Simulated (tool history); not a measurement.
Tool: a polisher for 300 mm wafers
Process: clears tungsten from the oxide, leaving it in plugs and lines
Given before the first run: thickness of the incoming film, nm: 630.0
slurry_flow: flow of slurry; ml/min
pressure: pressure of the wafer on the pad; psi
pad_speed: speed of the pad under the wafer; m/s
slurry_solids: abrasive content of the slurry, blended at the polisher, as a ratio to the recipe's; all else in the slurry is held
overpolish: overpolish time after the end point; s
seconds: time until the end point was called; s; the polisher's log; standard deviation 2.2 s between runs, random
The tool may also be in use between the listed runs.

run    day  slurry_flow  pressure  pad_speed  slurry_solids  overpolish  seconds
  1  0.000          125       2.9       1.32            1.0          52   130.52
  2  0.288          125       2.9       1.64            1.0          52   104.41
  3  0.504          120       2.6       1.62            1.0          52   116.25
  4  0.558          120       2.4       1.58            1.0          52   123.40
  5  0.733          120       2.4       1.44            1.0          52   134.68
  6  0.833          120       2.4       1.44            1.1          52   135.66
  7  1.179          120       2.2       1.42            1.1          52   140.85

Run 8 is up next; what results do you expect?
  8  1.229          115       2.0       1.38            1.1          52        ?

seconds: 156.45 s

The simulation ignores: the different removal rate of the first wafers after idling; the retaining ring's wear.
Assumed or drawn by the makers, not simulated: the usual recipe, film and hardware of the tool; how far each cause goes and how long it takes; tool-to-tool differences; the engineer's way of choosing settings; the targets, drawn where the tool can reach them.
